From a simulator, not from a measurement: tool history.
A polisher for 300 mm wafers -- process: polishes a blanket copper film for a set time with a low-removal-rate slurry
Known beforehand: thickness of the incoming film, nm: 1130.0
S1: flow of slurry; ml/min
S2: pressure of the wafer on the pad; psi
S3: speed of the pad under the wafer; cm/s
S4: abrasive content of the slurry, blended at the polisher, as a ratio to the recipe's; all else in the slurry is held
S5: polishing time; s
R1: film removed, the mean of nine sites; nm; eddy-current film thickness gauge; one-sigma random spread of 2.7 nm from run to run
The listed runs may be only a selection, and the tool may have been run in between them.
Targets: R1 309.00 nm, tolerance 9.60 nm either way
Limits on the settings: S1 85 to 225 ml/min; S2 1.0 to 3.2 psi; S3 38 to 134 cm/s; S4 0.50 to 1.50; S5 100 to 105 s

{"run": 1, "day": 0.0, "S1": 145, "S2": 2.1, "S3": 86, "S4": 1.0, "S5": 100, "R1": 201.56}
{"run": 2, "day": 0.188, "S1": 150, "S2": 2.2, "S3": 86, "S4": 1.0, "S5": 100, "R1": 208.18}
{"run": 3, "day": 0.383, "S1": 150, "S2": 2.3, "S3": 86, "S4": 1.0, "S5": 100, "R1": 219.44}
{"run": 4, "day": 0.496, "S1": 150, "S2": 2.4, "S3": 86, "S4": 1.0, "S5": 100, "R1": 225.24}
{"run": 5, "day": 0.767, "S1": 150, "S2": 2.6, "S3": 86, "S4": 1.0, "S5": 100, "R1": 247.04}
{"run": 6, "day": 1.062, "S1": 150, "S2": 2.7, "S3": 86, "S4": 1.0, "S5": 100, "R1": 254.0}
{"run": 7, "day": 1.412, "S1": 155, "S2": 2.8, "S3": 86, "S4": 1.0, "S5": 100, "R1": 268.04}
{"run": 8, "day": 1.717, "S1": 160, "S2": 2.8, "S3": 86, "S4": 1.0, "S5": 100, "R1": 268.14}
{"run": 9, "day": 1.838, "S1": 165, "S2": 3.0, "S3": 86, "S4": 1.0, "S5": 100, "R1": 290.54}

4 next moves are on the table. One of them brings every result within its allowed miss. Which?
{"run": "A", "day": 1.958, "S1": 180, "S2": 3.0, "S3": 88, "S4": 1.2, "S5": 103, "R1": "?"}
{"run": "B", "day": 1.958, "S1": 145, "S2": 2.9, "S3": 92, "S4": 1.05, "S5": 104, "R1": "?"}
{"run": "C", "day": 1.958, "S1": 225, "S2": 2.8, "S3": 92, "S4": 1.15, "S5": 104, "R1": "?"}
{"run": "D", "day": 1.958, "S1": 165, "S2": 3.0, "S3": 96, "S4": 0.95, "S5": 103, "R1": "?"}

move=A R1=320.15
move=B R1=303.30
move=C R1=321.70
move=D R1=322.66
A: carries the result that was furthest off beyond its target, to the other side
B: all results in spec
C: carries the result that was furthest off beyond its target, to the other side
D: carries the result that was furthest off beyond its target, to the other side
The move that meets every target is B.

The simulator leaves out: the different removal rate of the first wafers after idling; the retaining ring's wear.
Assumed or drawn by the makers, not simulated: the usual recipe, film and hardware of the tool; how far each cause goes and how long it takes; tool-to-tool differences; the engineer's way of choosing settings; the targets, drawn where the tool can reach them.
